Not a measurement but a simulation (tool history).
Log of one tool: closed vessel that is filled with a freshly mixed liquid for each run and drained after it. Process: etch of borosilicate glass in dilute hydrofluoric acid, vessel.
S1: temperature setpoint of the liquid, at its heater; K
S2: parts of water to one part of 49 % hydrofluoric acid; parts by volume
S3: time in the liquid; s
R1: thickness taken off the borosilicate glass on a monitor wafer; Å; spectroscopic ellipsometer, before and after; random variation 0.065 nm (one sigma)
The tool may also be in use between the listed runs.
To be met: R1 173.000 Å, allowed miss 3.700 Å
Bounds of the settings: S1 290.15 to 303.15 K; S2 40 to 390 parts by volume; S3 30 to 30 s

run 1 hour=0.0 | S1=295.15 S2=215 S3=30 | R1=47.926
run 2 hour=3.3 | S1=295.15 S2=215 S3=30 | R1=47.913
run 3 hour=5.9 | S1=295.15 S2=150 S3=30 | R1=72.816
run 4 hour=10.3 | S1=297.15 S2=125 S3=30 | R1=97.263
run 5 hour=12.9 | S1=298.65 S2=125 S3=30 | R1=103.600
run 6 hour=14.7 | S1=298.65 S2=155 S3=30 | R1=80.212
run 7 hour=21.2 | S1=299.65 S2=130 S3=30 | R1=102.610
run 8 hour=26.9 | S1=299.65 S2=130 S3=30 | R1=102.560

5 next moves are on the table. One of them brings every result within its allowed miss. Which?
run A hour=32.6 | S1=302.15 S2=110 S3=30 | R1=?
run B hour=32.6 | S1=300.65 S2=100 S3=30 | R1=?
run C hour=32.6 | S1=302.15 S2=90 S3=30 | R1=?
run D hour=32.6 | S1=295.65 S2=220 S3=30 | R1=?
run E hour=32.6 | S1=297.65 S2=195 S3=30 | R1=?

move=A R1=136.940
move=B R1=144.230
move=C R1=172.060
move=D R1=47.248
move=E R1=58.932
A: nearer than the last run, and not there yet
B: nearer than the last run, and not there yet
C: meets every target
D: further off than the last run
E: further off than the last run
Answer: C

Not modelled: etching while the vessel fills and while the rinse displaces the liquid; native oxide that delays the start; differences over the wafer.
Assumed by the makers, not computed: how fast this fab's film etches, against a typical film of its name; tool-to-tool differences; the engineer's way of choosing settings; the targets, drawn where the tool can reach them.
